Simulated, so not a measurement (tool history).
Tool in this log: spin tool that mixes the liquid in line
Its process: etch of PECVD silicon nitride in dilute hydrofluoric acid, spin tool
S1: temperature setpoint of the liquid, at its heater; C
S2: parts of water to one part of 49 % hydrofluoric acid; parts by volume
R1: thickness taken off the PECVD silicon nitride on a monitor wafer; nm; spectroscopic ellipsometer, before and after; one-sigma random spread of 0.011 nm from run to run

Run 1, hour 0.0: S1 20.0 C, S2 190 parts by volume, time under the liquid (s) 100. Result: R1 2.8104 nm.
Run 2, hour 0.8: S1 19.5 C, S2 200 parts by volume, time under the liquid (s) 100. Result: R1 2.5709 nm.
Run 3, hour 8.6: S1 19.0 C, S2 210 parts by volume, time under the liquid (s) 100. Result: R1 2.3675 nm.
Run 4, hour 17.6: S1 19.0 C, S2 165 parts by volume, time under the liquid (s) 100. Result: R1 2.9828 nm.
Run 5, hour 18.3: S1 18.5 C, S2 185 parts by volume, time under the liquid (s) 100. Result: R1 2.5925 nm.
Run 6, hour 25.7: S1 18.5 C, S2 225 parts by volume, time under the liquid (s) 100. Result: R1 2.1385 nm.
Run 7, hour 27.8: S1 18.5 C, S2 225 parts by volume, time under the liquid (s) 100. Result: R1 2.1589 nm.

Run 8 comes next. What will it give?
Run 8, hour 34.9: S1 18.0 C, S2 230 parts by volume, time under the liquid (s) 100. Result: R1 ?.

Logged for run 8: R1 2.0184 nm.
